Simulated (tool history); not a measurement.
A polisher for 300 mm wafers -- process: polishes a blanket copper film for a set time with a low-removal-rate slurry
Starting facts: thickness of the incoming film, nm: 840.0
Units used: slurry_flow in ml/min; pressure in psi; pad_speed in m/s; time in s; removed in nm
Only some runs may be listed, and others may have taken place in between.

| run | hour | slurry_flow | pressure | pad_speed | slurry_solids | time | removed |
|---|---|---|---|---|---|---|---|
| 1 | 0.0 | 190 | 1.9 | 1.12 | 1.0 | 112 | 219.97 |
| 2 | 6.7 | 190 | 1.9 | 1.24 | 1.0 | 112 | 238.03 |
| 3 | 13.4 | 215 | 1.9 | 1.24 | 1.0 | 112 | 244.16 |
| 4 | 15.7 | 215 | 1.9 | 1.24 | 1.0 | 118 | 254.90 |
| 5 | 24.7 | 260 | 1.9 | 1.24 | 1.0 | 118 | 258.98 |
| 6 | 30.0 | 260 | 1.5 | 1.24 | 1.0 | 118 | 211.18 |
| 7 | 38.9 | 260 | 1.4 | 1.16 | 1.0 | 118 | 183.85 |
| 8 | 42.1 | 260 | 1.3 | 1.10 | 1.0 | 118 | 165.41 |
| 9 | 48.8 | 260 | 1.2 | 1.04 | 1.0 | 118 | 144.74 |
| 10 | 49.7 | 260 | 1.2 | 1.00 | 1.0 | 118 | 138.27 |
| 11 | 55.6 | 260 | 1.2 | 0.98 | 1.0 | 118 | 139.35 |
| 12 | 60.9 | 260 | 1.2 | 0.98 | 1.0 | 118 | 137.97 |

Predict the results of run 13:
| 13 | 68.7 | 260 | 1.2 | 0.94 | 1.0 | 118 | ? |

{"run 13": {"removed": 133.86}}
